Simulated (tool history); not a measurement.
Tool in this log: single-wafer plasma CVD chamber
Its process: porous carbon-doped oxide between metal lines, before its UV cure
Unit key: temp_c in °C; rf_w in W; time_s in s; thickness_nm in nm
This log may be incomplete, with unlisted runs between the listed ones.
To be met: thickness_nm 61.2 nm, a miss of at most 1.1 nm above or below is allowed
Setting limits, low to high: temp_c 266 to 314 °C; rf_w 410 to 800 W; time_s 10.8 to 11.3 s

run  hour  temp_c  rf_w  time_s  thickness_nm
  1     0     290   605    11.3        72.743
  2   8.6     290   605    10.8        70.376
  3    11     290   685    10.8        76.987
  4    15     298   685    10.8         73.14
  5  17.8     298   640    10.8        70.095
  6  21.3     298   640    10.8         70.21
  7  23.5     303   620    10.8        66.444
  8  25.8     306   610    10.8        64.295
  9  32.6     308   610    10.8        64.015
 10  41.5     310   605    10.8        63.603
 11  45.9     314   580    10.8        60.442

4 candidate next runs follow, results not yet known. Just one meets every target within its allowed miss. Identify it.
  A  50.3     314   570    10.8             ?
  B  50.3     312   525    11.3             ?
  C  50.3     314   565    10.8             ?
  D  50.3     312   550    11.3             ?

move  thickness_nm
   A        59.445
   B        58.953
   C        59.062
   D        61.058
A: further off than the last run
B: further off than the last run
C: further off than the last run
D: every result within its allowed miss
Go with D: it meets all targets.
